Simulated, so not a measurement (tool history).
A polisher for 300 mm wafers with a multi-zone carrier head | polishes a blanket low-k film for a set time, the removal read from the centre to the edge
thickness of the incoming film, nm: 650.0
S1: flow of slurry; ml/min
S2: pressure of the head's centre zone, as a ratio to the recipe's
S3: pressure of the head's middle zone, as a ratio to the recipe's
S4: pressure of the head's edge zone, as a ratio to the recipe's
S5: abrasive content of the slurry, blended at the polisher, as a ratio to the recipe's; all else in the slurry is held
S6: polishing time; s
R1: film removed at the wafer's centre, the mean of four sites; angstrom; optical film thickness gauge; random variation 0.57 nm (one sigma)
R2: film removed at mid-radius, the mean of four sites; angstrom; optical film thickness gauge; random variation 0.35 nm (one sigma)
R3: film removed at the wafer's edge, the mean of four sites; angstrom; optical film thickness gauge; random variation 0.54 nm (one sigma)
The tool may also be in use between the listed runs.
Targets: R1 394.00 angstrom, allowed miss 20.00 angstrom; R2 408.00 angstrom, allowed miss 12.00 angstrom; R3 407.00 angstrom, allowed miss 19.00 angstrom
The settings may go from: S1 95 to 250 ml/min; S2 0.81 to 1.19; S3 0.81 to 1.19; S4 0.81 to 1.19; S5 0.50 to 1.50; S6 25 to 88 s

run 1 day=0.000 | S1=160 S2=1.00 S3=1.00 S4=1.00 S5=1.00 S6=56 | R1=250.01 R2=246.43 R3=255.15
run 2 day=0.067 | S1=170 S2=1.01 S3=1.03 S4=1.04 S5=1.15 S6=58 | R1=270.21 R2=281.04 R3=282.70
run 3 day=0.321 | S1=175 S2=1.03 S3=1.03 S4=1.06 S5=1.25 S6=61 | R1=315.74 R2=309.39 R3=312.65
run 4 day=0.558 | S1=180 S2=1.02 S3=1.04 S4=1.08 S5=1.30 S6=63 | R1=327.37 R2=328.94 R3=337.90
run 5 day=0.733 | S1=180 S2=1.02 S3=1.04 S4=1.08 S5=1.30 S6=51 | R1=261.93 R2=267.27 R3=270.44
run 6 day=0.800 | S1=185 S2=1.02 S3=1.05 S4=1.10 S5=1.35 S6=55 | R1=292.25 R2=297.41 R3=307.45
run 7 day=0.921 | S1=195 S2=1.03 S3=1.08 S4=1.12 S5=1.40 S6=57 | R1=311.87 R2=315.35 R3=322.92
run 8 day=1.258 | S1=195 S2=1.03 S3=1.09 S4=1.12 S5=1.45 S6=60 | R1=331.43 R2=345.53 R3=349.80
run 9 day=1.429 | S1=200 S2=1.04 S3=1.10 S4=1.13 S5=1.45 S6=62 | R1=347.34 R2=364.71 R3=356.91
run 10 day=1.675 | S1=200 S2=1.04 S3=1.10 S4=1.14 S5=1.45 S6=63 | R1=354.94 R2=359.44 R3=365.07
run 11 day=1.750 | S1=205 S2=1.04 S3=1.10 S4=1.14 S5=1.45 S6=64 | R1=367.74 R2=368.53 R3=382.52
run 12 day=2.029 | S1=210 S2=1.04 S3=1.11 S4=1.14 S5=1.45 S6=64 | R1=362.43 R2=376.68 R3=370.37
run 13 day=2.321 | S1=210 S2=1.04 S3=1.11 S4=1.15 S5=1.45 S6=65 | R1=369.27 R2=382.13 R3=383.20

Which of these 5 next moves meets every target?
run A day=2.612 | S1=200 S2=0.84 S3=1.08 S4=1.12 S5=1.40 S6=71 | R1=? R2=? R3=?
run B day=2.612 | S1=240 S2=1.17 S3=1.16 S4=1.14 S5=1.35 S6=63 | R1=? R2=? R3=?
run C day=2.612 | S1=195 S2=0.97 S3=1.02 S4=1.19 S5=1.45 S6=68 | R1=? R2=? R3=?
run D day=2.612 | S1=245 S2=0.99 S3=1.19 S4=1.11 S5=1.35 S6=63 | R1=? R2=? R3=?
run E day=2.612 | S1=250 S2=0.99 S3=1.07 S4=1.09 S5=1.50 S6=70 | R1=? R2=? R3=?

move=A R1=329.00 R2=395.91 R3=407.60
move=B R1=390.22 R2=375.96 R3=365.92
move=C R1=357.99 R2=365.08 R3=407.56
move=D R1=339.71 R2=385.40 R3=361.50
move=E R1=394.05 R2=409.29 R3=416.12
A: further off than the last run
B: further off than the last run
C: further off than the last run
D: further off than the last run
E: meets every target
Answer: E
